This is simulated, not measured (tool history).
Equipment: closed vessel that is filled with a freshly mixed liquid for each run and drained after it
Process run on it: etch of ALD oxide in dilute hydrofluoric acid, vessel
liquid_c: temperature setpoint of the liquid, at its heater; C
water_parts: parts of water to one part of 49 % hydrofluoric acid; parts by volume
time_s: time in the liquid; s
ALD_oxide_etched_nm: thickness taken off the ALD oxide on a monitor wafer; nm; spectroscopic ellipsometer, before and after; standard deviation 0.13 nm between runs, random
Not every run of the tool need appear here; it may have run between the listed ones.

run 1 day=0.000 | liquid_c=21.0 water_parts=235 time_s=395 | ALD_oxide_etched_nm=31.489
run 2 day=0.096 | liquid_c=21.0 water_parts=175 time_s=395 | ALD_oxide_etched_nm=45.197
run 3 day=0.217 | liquid_c=18.5 water_parts=175 time_s=395 | ALD_oxide_etched_nm=40.517
run 4 day=0.242 | liquid_c=18.0 water_parts=200 time_s=395 | ALD_oxide_etched_nm=33.981
run 5 day=0.500 | liquid_c=18.0 water_parts=120 time_s=395 | ALD_oxide_etched_nm=61.350
run 6 day=0.600 | liquid_c=18.0 water_parts=150 time_s=395 | ALD_oxide_etched_nm=47.936
run 7 day=0.738 | liquid_c=18.0 water_parts=150 time_s=395 | ALD_oxide_etched_nm=48.137
run 8 day=1.050 | liquid_c=17.0 water_parts=245 time_s=395 | ALD_oxide_etched_nm=25.655

Estimate the outcome of run 9 from the log above:
run 9 day=1.221 | liquid_c=17.0 water_parts=325 time_s=395 | ALD_oxide_etched_nm=?

ALD_oxide_etched_nm: 18.049 nm
